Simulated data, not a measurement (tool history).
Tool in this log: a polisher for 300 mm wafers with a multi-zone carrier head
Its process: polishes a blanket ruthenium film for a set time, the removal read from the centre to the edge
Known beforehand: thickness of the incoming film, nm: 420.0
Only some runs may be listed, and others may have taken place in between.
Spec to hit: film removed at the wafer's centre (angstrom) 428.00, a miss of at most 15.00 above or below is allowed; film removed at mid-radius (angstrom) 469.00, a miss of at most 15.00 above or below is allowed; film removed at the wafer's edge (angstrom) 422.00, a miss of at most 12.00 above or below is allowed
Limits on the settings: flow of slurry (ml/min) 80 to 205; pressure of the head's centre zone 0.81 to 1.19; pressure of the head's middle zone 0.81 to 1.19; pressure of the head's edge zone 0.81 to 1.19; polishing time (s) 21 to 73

run	hour	flow of slurry (ml/min)	pressure of the head's centre zone	pressure of the head's middle zone	pressure of the head's edge zone	polishing time (s)	film removed at the wafer's centre (angstrom)	film removed at mid-radius (angstrom)	film removed at the wafer's edge (angstrom)
1	0.0	135	1.00	1.00	1.00	47	373.61	378.12	366.23
2	6.0	135	0.95	1.00	1.00	47	359.73	380.06	372.63
3	12.7	140	0.96	1.01	1.01	47	371.40	387.98	374.27
4	17.6	145	0.95	1.02	1.02	47	375.04	388.32	376.33
5	18.3	150	0.94	1.04	1.03	47	366.19	393.15	378.46
6	26.1	150	0.94	1.04	0.99	47	362.12	401.08	375.53
7	28.4	155	0.94	1.05	1.00	47	368.42	405.78	379.29
8	37.0	155	0.94	1.05	1.00	47	372.00	408.01	376.11
9	38.0	160	0.94	1.06	1.01	47	370.57	407.00	384.18
10	44.6	165	0.95	1.07	1.01	47	376.22	415.40	382.95
11	47.8	170	0.96	1.08	1.02	47	386.10	421.91	384.39
12	56.1	175	0.96	1.09	1.03	47	386.92	427.28	385.63
13	64.1	175	0.96	1.09	1.04	47	384.83	426.97	390.08
14	68.0	175	0.96	1.09	1.04	47	382.18	421.42	389.83
15	71.5	175	0.97	1.10	1.04	47	392.04	427.53	389.57
16	72.1	175	0.97	1.11	1.05	47	382.59	430.75	387.79
17	80.9	180	0.97	1.11	1.05	47	395.48	434.05	400.59
18	83.4	180	0.97	1.12	1.05	47	391.81	435.96	393.12
19	91.3	180	0.97	1.12	1.06	47	389.90	434.26	391.24
20	92.4	190	0.98	1.12	1.07	48	408.52	444.07	402.49

Which one of the following 4 next-run settings gets every result inside its allowed miss? There is exactly one.
A	93.5	195	0.91	0.95	1.17	49	?	?	?
B	93.5	185	0.99	1.11	1.04	51	?	?	?
C	93.5	200	0.94	0.95	1.14	51	?	?	?
D	93.5	190	0.89	1.19	1.06	50	?	?	?

move	film removed at the wafer's centre (angstrom)	film removed at mid-radius (angstrom)	film removed at the wafer's edge (angstrom)
A	393.73	410.74	435.78
B	434.72	475.33	427.98
C	422.33	429.12	449.76
D	393.55	493.56	423.86
A: misses by more than the last run did
B: in spec on every target
C: misses by more than the last run did
D: pushes the last run's worst result past its target
Go with B: it meets all targets.

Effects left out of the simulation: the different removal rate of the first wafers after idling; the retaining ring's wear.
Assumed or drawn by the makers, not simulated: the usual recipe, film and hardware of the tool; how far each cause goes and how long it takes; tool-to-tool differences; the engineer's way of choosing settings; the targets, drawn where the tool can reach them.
